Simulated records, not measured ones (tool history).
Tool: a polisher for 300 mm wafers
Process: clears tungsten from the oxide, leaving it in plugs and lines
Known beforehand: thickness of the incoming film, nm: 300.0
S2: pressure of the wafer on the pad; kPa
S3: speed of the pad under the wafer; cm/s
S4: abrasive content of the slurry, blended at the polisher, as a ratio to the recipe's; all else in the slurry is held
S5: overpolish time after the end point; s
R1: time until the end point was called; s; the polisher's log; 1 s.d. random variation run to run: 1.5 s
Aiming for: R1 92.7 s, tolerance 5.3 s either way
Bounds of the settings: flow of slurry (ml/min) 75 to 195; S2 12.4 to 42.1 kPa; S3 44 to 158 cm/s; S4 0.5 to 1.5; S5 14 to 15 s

Run 1, hour 0: flow of slurry (ml/min) 125, S2 26.9 kPa, S3 100 cm/s, S4 1, S5 14 s. Result: R1 66.002 s.
Run 2, hour 3.1: flow of slurry (ml/min) 125, S2 25.5 kPa, S3 100 cm/s, S4 1, S5 14 s. Result: R1 67.794 s.
Run 3, hour 11.1: flow of slurry (ml/min) 125, S2 25.5 kPa, S3 100 cm/s, S4 1, S5 15 s. Result: R1 69.665 s.
Run 4, hour 18.4: flow of slurry (ml/min) 125, S2 24.1 kPa, S3 100 cm/s, S4 1, S5 15 s. Result: R1 75.133 s.
Run 5, hour 21.1: flow of slurry (ml/min) 125, S2 23.4 kPa, S3 100 cm/s, S4 1, S5 15 s. Result: R1 74.13 s.
Run 6, hour 26.4: flow of slurry (ml/min) 125, S2 22.8 kPa, S3 100 cm/s, S4 1, S5 15 s. Result: R1 78.485 s.
Run 7, hour 35.2: flow of slurry (ml/min) 125, S2 22.1 kPa, S3 100 cm/s, S4 1, S5 15 s. Result: R1 81.179 s.
Run 8, hour 40.7: flow of slurry (ml/min) 125, S2 21.4 kPa, S3 100 cm/s, S4 1, S5 15 s. Result: R1 84.419 s.

Pick the move, out of 4, that brings all results within their allowed miss; only one does.
Run A, hour 46.2: flow of slurry (ml/min) 105, S2 22.1 kPa, S3 118 cm/s, S4 0.95, S5 14 s. Result: R1 ?.
Run B, hour 46.2: flow of slurry (ml/min) 140, S2 17.9 kPa, S3 110 cm/s, S4 1, S5 14 s. Result: R1 ?.
Run C, hour 46.2: flow of slurry (ml/min) 130, S2 23.4 kPa, S3 108 cm/s, S4 1, S5 15 s. Result: R1 ?.
Run D, hour 46.2: flow of slurry (ml/min) 125, S2 22.8 kPa, S3 90 cm/s, S4 1.05, S5 14 s. Result: R1 ?.

move      R1
   A  77.703
   B  91.854
   C  72.903
   D  83.637
A: moves away from the targets compared with the last run
B: all results in spec
C: moves away from the targets compared with the last run
D: moves away from the targets compared with the last run
B is the move that brings every result within its allowed miss.
